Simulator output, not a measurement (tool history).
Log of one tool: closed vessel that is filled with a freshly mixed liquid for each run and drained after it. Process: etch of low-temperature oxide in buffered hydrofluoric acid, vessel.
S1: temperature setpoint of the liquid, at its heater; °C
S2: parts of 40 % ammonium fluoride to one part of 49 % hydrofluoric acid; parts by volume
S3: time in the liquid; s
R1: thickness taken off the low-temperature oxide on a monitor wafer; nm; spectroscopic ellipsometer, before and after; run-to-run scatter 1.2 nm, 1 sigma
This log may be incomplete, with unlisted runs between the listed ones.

run	day	S1	S2	S3	R1
1	0.000	24.0	16.0	100	180.57
2	0.233	26.0	14.5	100	220.11
3	0.504	22.5	14.5	100	181.92
4	0.679	24.5	14.5	100	204.04
5	0.842	24.5	14.5	110	224.29
6	1.079	26.5	14.0	110	258.56
7	1.246	28.0	13.5	110	291.05

Estimate the outcome of run 8 from the log above:
8	1.412	29.0	13.0	110	?

Run 8 measured R1 317.05 nm.

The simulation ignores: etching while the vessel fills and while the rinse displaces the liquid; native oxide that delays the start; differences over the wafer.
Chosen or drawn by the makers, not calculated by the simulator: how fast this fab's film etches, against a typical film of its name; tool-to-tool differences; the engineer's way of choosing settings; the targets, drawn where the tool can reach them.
